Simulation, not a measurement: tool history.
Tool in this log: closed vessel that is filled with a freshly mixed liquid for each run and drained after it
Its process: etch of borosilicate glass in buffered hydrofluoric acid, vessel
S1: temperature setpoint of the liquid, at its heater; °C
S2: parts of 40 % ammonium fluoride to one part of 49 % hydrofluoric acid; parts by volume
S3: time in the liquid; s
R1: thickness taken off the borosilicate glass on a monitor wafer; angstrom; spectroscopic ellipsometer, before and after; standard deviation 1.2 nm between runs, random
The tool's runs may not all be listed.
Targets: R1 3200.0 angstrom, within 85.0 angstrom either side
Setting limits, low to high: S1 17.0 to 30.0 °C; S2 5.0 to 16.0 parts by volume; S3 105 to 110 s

run	hour	S1	S2	S3	R1
1	0.0	22.0	9.5	105	1231.7
2	8.3	22.0	9.5	110	1292.4
3	16.0	24.5	8.0	110	1747.6
4	17.2	26.0	7.0	110	2186.5
5	22.3	26.0	7.0	110	2189.0
6	27.8	26.0	7.0	105	2102.5
7	35.2	27.0	6.5	105	2352.6
8	41.9	28.0	6.0	105	2666.6
9	45.1	28.5	6.0	105	2713.7
10	53.1	29.0	6.0	105	2795.5
11	61.4	29.5	6.0	105	2886.8

Exercise: of the 4 proposed moves below, exactly one satisfies all targets within the stated allowed misses. Which move is it?
A	69.7	29.5	5.0	110	?
B	69.7	25.5	5.5	105	?
C	69.7	27.5	5.0	110	?
D	69.7	30.0	7.0	110	?

move	R1
A	3537.5
B	2521.4
C	3191.5
D	2692.4
A: pushes the last run's worst result past its target
B: its largest miss is bigger than the last run's
C: all results in spec
D: its largest miss is bigger than the last run's
Correct choice: C, which meets every target
